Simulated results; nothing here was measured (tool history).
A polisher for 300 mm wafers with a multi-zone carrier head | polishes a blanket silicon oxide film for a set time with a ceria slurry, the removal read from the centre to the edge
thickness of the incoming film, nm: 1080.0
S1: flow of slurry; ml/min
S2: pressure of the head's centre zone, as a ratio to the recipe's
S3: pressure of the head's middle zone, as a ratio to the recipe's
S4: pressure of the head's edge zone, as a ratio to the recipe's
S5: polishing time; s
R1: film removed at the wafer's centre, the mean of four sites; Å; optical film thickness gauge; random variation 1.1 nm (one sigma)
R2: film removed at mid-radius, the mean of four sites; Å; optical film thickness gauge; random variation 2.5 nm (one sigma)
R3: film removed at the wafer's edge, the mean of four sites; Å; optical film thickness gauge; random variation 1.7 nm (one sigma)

| run | hour | S1 | S2 | S3 | S4 | S5 | R1 | R2 | R3 |
|---|---|---|---|---|---|---|---|---|---|
| 1 | 0 | 205 | 1 | 1 | 1 | 89 | 3352.2 | 3384.7 | 3421.6 |
| 2 | 7.6 | 205 | 1 | 1.07 | 1 | 89 | 3363.6 | 3532.9 | 3379.1 |
| 3 | 13.9 | 205 | 1 | 1.07 | 0.96 | 89 | 3343 | 3554.5 | 3258.6 |
| 4 | 20.4 | 205 | 1 | 0.99 | 0.96 | 89 | 3312.8 | 3325.5 | 3288.6 |
| 5 | 23.3 | 200 | 0.98 | 0.96 | 0.92 | 78 | 2864.2 | 2855.7 | 2873.3 |
| 6 | 31.6 | 195 | 0.96 | 0.96 | 0.89 | 69 | 2470.3 | 2462 | 2472.9 |
| 7 | 34.1 | 185 | 0.94 | 0.96 | 0.87 | 65 | 2286.8 | 2240.6 | 2293.2 |
| 8 | 36.1 | 175 | 0.92 | 0.98 | 0.85 | 63 | 2121 | 2228.2 | 2177 |
| 9 | 42.8 | 170 | 0.92 | 0.97 | 0.84 | 61 | 2060.9 | 2136 | 2105.2 |
| 10 | 46.5 | 165 | 0.92 | 0.97 | 0.83 | 60 | 2016.1 | 2129.4 | 2035.2 |
| 11 | 48.5 | 155 | 0.92 | 0.95 | 0.82 | 59 | 1957.8 | 2015.8 | 1977.1 |
| 12 | 52 | 150 | 0.92 | 0.95 | 0.82 | 59 | 1921.9 | 1998.3 | 1967.1 |

The next listed run, before its measurement:
| 13 | 57 | 150 | 0.92 | 0.95 | 0.82 | 59 | ? | ? | ? |

{"run 13": {"R1": 1918.7, "R2": 1992.9, "R3": 1960.9}}
